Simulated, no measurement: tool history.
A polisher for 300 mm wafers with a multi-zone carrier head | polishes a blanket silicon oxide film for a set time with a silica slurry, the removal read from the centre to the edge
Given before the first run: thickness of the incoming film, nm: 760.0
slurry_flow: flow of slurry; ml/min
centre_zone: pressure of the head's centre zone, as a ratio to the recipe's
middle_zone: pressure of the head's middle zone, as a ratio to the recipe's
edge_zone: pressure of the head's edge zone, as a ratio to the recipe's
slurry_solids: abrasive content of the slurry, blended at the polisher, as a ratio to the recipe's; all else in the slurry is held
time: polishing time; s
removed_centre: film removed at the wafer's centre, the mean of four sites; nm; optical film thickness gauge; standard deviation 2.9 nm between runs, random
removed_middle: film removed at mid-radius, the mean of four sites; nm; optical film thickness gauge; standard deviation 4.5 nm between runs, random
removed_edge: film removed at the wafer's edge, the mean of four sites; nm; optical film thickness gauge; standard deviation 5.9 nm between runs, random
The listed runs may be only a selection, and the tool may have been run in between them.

run 1 day=0.000 | slurry_flow=185 centre_zone=1.00 middle_zone=1.00 edge_zone=1.00 slurry_solids=1.00 time=88 | removed_centre=262.70 removed_middle=268.60 removed_edge=248.58
run 2 day=0.138 | slurry_flow=185 centre_zone=1.00 middle_zone=1.06 edge_zone=1.00 slurry_solids=1.00 time=88 | removed_centre=261.98 removed_middle=275.48 removed_edge=253.73
run 3 day=0.229 | slurry_flow=185 centre_zone=1.00 middle_zone=1.06 edge_zone=1.04 slurry_solids=1.00 time=88 | removed_centre=264.69 removed_middle=282.23 removed_edge=257.97
run 4 day=0.458 | slurry_flow=185 centre_zone=1.00 middle_zone=1.06 edge_zone=1.04 slurry_solids=1.00 time=101 | removed_centre=301.58 removed_middle=327.96 removed_edge=295.81
run 5 day=0.667 | slurry_flow=185 centre_zone=1.00 middle_zone=1.14 edge_zone=1.04 slurry_solids=1.00 time=101 | removed_centre=300.34 removed_middle=346.05 removed_edge=291.21
run 6 day=0.825 | slurry_flow=195 centre_zone=1.03 middle_zone=1.12 edge_zone=1.07 slurry_solids=1.10 time=101 | removed_centre=330.46 removed_middle=356.39 removed_edge=315.12
run 7 day=1.175 | slurry_flow=205 centre_zone=1.05 middle_zone=1.12 edge_zone=1.09 slurry_solids=1.15 time=101 | removed_centre=340.37 removed_middle=370.70 removed_edge=320.66
run 8 day=1.429 | slurry_flow=205 centre_zone=1.07 middle_zone=1.10 edge_zone=1.11 slurry_solids=1.20 time=102 | removed_centre=361.42 removed_middle=363.41 removed_edge=337.51
run 9 day=1.792 | slurry_flow=210 centre_zone=1.08 middle_zone=1.11 edge_zone=1.12 slurry_solids=1.25 time=102 | removed_centre=373.02 removed_middle=385.35 removed_edge=351.43
run 10 day=2.021 | slurry_flow=215 centre_zone=1.10 middle_zone=1.11 edge_zone=1.13 slurry_solids=1.30 time=102 | removed_centre=382.57 removed_middle=390.31 removed_edge=360.84

What does the tool deliver on the next run?
run 11 day=2.192 | slurry_flow=220 centre_zone=1.12 middle_zone=1.11 edge_zone=1.13 slurry_solids=1.35 time=102 | removed_centre=? removed_middle=? removed_edge=?

Logged for run 11: removed_centre 399.58 nm, removed_middle 397.30 nm, removed_edge 358.19 nm.
